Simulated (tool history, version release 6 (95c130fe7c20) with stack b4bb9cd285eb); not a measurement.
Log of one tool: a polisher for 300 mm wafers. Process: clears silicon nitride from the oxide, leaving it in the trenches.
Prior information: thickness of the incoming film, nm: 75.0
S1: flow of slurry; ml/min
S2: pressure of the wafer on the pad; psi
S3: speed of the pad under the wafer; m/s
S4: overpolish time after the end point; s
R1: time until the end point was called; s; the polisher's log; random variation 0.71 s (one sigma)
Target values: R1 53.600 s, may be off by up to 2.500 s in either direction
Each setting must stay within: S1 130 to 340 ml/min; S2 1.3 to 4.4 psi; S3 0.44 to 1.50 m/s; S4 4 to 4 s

Run 1, hour 0.0: S1 220 ml/min, S2 2.8 psi, S3 0.96 m/s, S4 4 s. Result: R1 76.691 s.
Run 2, hour 4.2: S1 220 ml/min, S2 3.0 psi, S3 0.96 m/s, S4 4 s. Result: R1 74.328 s.
Run 3, hour 5.5: S1 220 ml/min, S2 3.0 psi, S3 1.14 m/s, S4 4 s. Result: R1 62.565 s.
Run 4, hour 12.1: S1 220 ml/min, S2 3.1 psi, S3 1.14 m/s, S4 4 s. Result: R1 60.784 s.
Run 5, hour 17.6: S1 220 ml/min, S2 3.2 psi, S3 1.14 m/s, S4 4 s. Result: R1 59.937 s.
Run 6, hour 22.2: S1 220 ml/min, S2 2.7 psi, S3 1.14 m/s, S4 4 s. Result: R1 67.905 s.
Run 7, hour 23.2: S1 220 ml/min, S2 2.8 psi, S3 1.14 m/s, S4 4 s. Result: R1 66.332 s.
Run 8, hour 29.1: S1 220 ml/min, S2 2.9 psi, S3 1.14 m/s, S4 4 s. Result: R1 63.783 s.
Run 9, hour 34.6: S1 220 ml/min, S2 3.0 psi, S3 1.14 m/s, S4 4 s. Result: R1 61.666 s.
Run 10, hour 38.9: S1 220 ml/min, S2 3.1 psi, S3 1.14 m/s, S4 4 s. Result: R1 60.219 s.
Run 11, hour 43.7: S1 220 ml/min, S2 3.2 psi, S3 1.14 m/s, S4 4 s. Result: R1 60.581 s.

Below are 5 possible settings for the next run. Only one of them brings all results inside the allowed miss of their targets. Which is it?
Run A, hour 48.5: S1 220 ml/min, S2 2.7 psi, S3 1.06 m/s, S4 4 s. Result: R1 ?.
Run B, hour 48.5: S1 245 ml/min, S2 3.5 psi, S3 1.06 m/s, S4 4 s. Result: R1 ?.
Run C, hour 48.5: S1 200 ml/min, S2 3.3 psi, S3 1.24 m/s, S4 4 s. Result: R1 ?.
Run D, hour 48.5: S1 200 ml/min, S2 2.8 psi, S3 1.06 m/s, S4 4 s. Result: R1 ?.
Run E, hour 48.5: S1 340 ml/min, S2 3.8 psi, S3 1.20 m/s, S4 4 s. Result: R1 ?.

move      R1
   A  73.284
   B  58.628
   C  54.745
   D  72.170
   E  47.309
A: moves away from the targets compared with the last run
B: an improvement on the last run, though not all results are within tolerance
C: all results in spec
D: moves away from the targets compared with the last run
E: takes the result that was furthest off past its target
C is the move that brings every result within its allowed miss.
